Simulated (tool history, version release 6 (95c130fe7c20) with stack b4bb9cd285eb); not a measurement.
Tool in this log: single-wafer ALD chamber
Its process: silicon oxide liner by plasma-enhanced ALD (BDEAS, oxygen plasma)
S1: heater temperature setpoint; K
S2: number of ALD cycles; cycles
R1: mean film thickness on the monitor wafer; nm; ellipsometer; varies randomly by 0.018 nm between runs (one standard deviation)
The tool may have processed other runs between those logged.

Run 1, hour 0: S1 593.15 K, S2 66 cycles. Result: R1 5.9044 nm.
Run 2, hour 8.6: S1 593.15 K, S2 68 cycles. Result: R1 6.0715 nm.
Run 3, hour 10.4: S1 593.15 K, S2 64 cycles. Result: R1 5.6942 nm.
Run 4, hour 15.1: S1 593.15 K, S2 66 cycles. Result: R1 5.8888 nm.
Run 5, hour 18: S1 600.15 K, S2 66 cycles. Result: R1 5.8448 nm.
Run 6, hour 19.3: S1 600.15 K, S2 70 cycles. Result: R1 6.1707 nm.
Run 7, hour 23.6: S1 600.15 K, S2 71 cycles. Result: R1 6.2649 nm.
Run 8, hour 32.6: S1 600.15 K, S2 72 cycles. Result: R1 6.3713 nm.

Run 9 has not been measured yet. What should we expect?
Run 9, hour 34.7: S1 600.15 K, S2 73 cycles. Result: R1 ?.

R1: 6.4223 nm

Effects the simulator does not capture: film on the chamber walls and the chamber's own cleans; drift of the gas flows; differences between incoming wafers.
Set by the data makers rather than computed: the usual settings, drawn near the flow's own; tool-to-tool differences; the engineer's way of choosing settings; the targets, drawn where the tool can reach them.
